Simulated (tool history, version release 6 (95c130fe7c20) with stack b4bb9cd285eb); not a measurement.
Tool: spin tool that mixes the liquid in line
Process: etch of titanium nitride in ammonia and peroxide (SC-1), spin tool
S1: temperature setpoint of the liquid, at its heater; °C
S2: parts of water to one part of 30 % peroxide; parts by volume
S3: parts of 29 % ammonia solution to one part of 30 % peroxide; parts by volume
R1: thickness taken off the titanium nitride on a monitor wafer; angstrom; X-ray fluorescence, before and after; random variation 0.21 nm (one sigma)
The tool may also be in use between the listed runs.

{"run": 1, "hour": 0.0, "S1": 55, "S2": 7.5, "S3": 0.4, "time under the liquid (s)": 290, "R1": 335.46}
{"run": 2, "hour": 1.7, "S1": 55, "S2": 7.5, "S3": 0.4, "time under the liquid (s)": 310, "R1": 361.41}
{"run": 3, "hour": 10.0, "S1": 54.5, "S2": 7.5, "S3": 0.4, "time under the liquid (s)": 310, "R1": 349.77}
{"run": 4, "hour": 15.1, "S1": 54.5, "S2": 7.5, "S3": 0.25, "time under the liquid (s)": 310, "R1": 319.49}
{"run": 5, "hour": 21.4, "S1": 47.5, "S2": 7.5, "S3": 0.25, "time under the liquid (s)": 310, "R1": 194.58}
{"run": 6, "hour": 22.6, "S1": 53.5, "S2": 7.5, "S3": 0.25, "time under the liquid (s)": 310, "R1": 298.22}

Run 7 comes next. What will it give?
{"run": 7, "hour": 26.7, "S1": 53, "S2": 7.5, "S3": 0.25, "time under the liquid (s)": 310, "R1": "?"}

{"run 7": {"R1": 289.99}}
